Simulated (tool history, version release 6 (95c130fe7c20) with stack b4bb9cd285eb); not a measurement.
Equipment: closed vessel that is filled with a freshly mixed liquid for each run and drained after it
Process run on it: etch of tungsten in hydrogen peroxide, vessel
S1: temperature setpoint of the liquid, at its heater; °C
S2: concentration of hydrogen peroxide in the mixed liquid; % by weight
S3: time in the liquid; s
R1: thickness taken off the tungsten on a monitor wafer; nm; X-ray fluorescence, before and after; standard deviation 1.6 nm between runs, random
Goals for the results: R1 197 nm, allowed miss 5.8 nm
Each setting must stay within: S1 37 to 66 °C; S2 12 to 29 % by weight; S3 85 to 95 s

run	hour	S1	S2	S3	R1
1	0	53	19.5	85	145.12
2	5.2	46.5	19.5	85	97.983
3	7.9	46.5	21	85	101.46
4	10.3	49.5	21	85	122.29
# hour 14.2: new drum of peroxide connected
5	14.2	45	21	85	94.868
6	20.6	45	19.5	85	91.541
7	22.9	53	20	85	152.84
8	29.9	58	20	85	205.33

Consider the 5 candidate settings below. Which is the only one whose results all fall within their allowed miss of target?
A	36.9	59	18	90	?
B	36.9	58	20	90	?
C	36.9	55.5	22.5	90	?
D	36.9	57	22	90	?
E	36.9	58.5	20	85	?

move	R1
A	215.42
B	214.27
C	196.28
D	211.99
E	208.33
A: further off than the last run
B: further off than the last run
C: meets every target
D: further off than the last run
E: further off than the last run
Correct choice: C, which meets every target
